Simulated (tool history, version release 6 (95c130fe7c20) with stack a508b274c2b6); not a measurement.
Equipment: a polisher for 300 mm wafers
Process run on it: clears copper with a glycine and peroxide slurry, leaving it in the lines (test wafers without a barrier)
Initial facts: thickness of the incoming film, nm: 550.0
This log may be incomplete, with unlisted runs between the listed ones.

run	day	flow of slurry (ml/min)	pressure of the wafer on the pad (psi)	speed of the pad under the wafer (cm/s)	overpolish time after the end point (s)	time until the end point was called (s)	dishing of a wide line in a test structure (Å)
1	0.000	255	1.9	108	17	110.48	545.85
2	0.254	255	1.8	108	18	114.19	545.83
3	0.304	255	1.7	106	19	117.50	563.56
4	0.371	255	1.2	106	19	134.57	504.67
5	0.708	255	1.2	104	20	136.67	522.89
6	0.754	255	1.4	104	20	129.87	537.77
7	1.075	255	1.3	102	21	133.55	531.54
8	1.225	255	1.3	100	22	130.23	544.24
9	1.512	255	1.3	100	22	132.86	578.11
10	1.596	255	1.3	98	22	134.65	554.65
11	1.954	255	1.3	96	23	136.33	573.89
12	2.058	255	1.3	94	23	139.14	574.64
13	2.192	255	1.3	92	23	138.03	578.39

Forecast run 14:
14	2.379	255	1.3	90	23	?	?

{"run 14": {"time until the end point was called (s)": 143.19, "dishing of a wide line in a test structure (Å)": 558.54}}
